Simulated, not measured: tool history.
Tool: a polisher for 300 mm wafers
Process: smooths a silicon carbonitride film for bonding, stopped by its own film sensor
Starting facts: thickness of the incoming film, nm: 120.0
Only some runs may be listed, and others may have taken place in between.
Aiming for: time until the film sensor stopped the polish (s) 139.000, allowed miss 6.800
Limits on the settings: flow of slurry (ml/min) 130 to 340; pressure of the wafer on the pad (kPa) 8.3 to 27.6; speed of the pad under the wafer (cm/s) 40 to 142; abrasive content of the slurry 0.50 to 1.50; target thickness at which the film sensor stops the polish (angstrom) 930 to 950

run,hour,flow of slurry (ml/min),pressure of the wafer on the pad (kPa),speed of the pad under the wafer (cm/s),abrasive content of the slurry,target thickness at which the film sensor stops the polish (angstrom),time until the film sensor stopped the polish (s)
1,0.0,220,17.9,90,1.00,950,96.099
2,5.9,220,15.9,88,1.00,950,110.100
3,14.2,220,15.9,88,1.10,950,105.620
4,19.4,220,14.5,88,1.10,950,114.710
5,23.1,220,13.8,88,1.10,950,118.560
6,32.1,220,13.8,88,1.20,950,114.230
7,37.4,220,13.1,88,1.20,950,120.720
8,39.2,220,12.4,88,1.20,950,127.370
# hour 46.9: head pressure recalibrated
9,46.9,220,11.7,88,1.20,950,127.030
10,48.1,220,11.7,88,1.20,950,130.280

5 candidate next runs follow, results not yet known. Just one meets every target within its allowed miss. Identify it.
A,49.3,200,14.5,70,1.05,950,?
B,49.3,265,15.2,44,1.45,940,?
C,49.3,330,11.7,108,1.00,950,?
D,49.3,240,9.7,100,1.25,950,?
E,49.3,140,13.8,74,1.30,950,?

move,time until the film sensor stopped the polish (s)
A,124.360
B,126.620
C,119.340
D,141.240
E,125.110
A: further off than the last run
B: further off than the last run
C: further off than the last run
D: all results land within tolerance of their targets
E: further off than the last run
D is the move that brings every result within its allowed miss.
